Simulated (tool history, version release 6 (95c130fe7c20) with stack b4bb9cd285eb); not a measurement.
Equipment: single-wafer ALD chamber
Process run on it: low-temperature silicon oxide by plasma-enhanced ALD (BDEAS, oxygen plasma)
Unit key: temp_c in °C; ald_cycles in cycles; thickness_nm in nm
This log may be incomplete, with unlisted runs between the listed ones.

run 1 hour=0.0 | temp_c=120 ald_cycles=38 | thickness_nm=5.3112
run 2 hour=1.4 | temp_c=120 ald_cycles=42 | thickness_nm=5.8181
run 3 hour=4.2 | temp_c=113 ald_cycles=42 | thickness_nm=5.9272
run 4 hour=11.3 | temp_c=122 ald_cycles=42 | thickness_nm=5.8034
run 5 hour=16.2 | temp_c=120 ald_cycles=43 | thickness_nm=5.9358
run 6 hour=21.4 | temp_c=117 ald_cycles=44 | thickness_nm=6.1625
run 7 hour=22.7 | temp_c=115 ald_cycles=45 | thickness_nm=6.2802
-- hour=28.0 thermocouple changed; heater temperature recalibrated
run 8 hour=28.0 | temp_c=114 ald_cycles=46 | thickness_nm=6.3975

Forecast run 9:
run 9 hour=36.0 | temp_c=114 ald_cycles=46 | thickness_nm=?

{"run 9": {"thickness_nm": 6.4384}}

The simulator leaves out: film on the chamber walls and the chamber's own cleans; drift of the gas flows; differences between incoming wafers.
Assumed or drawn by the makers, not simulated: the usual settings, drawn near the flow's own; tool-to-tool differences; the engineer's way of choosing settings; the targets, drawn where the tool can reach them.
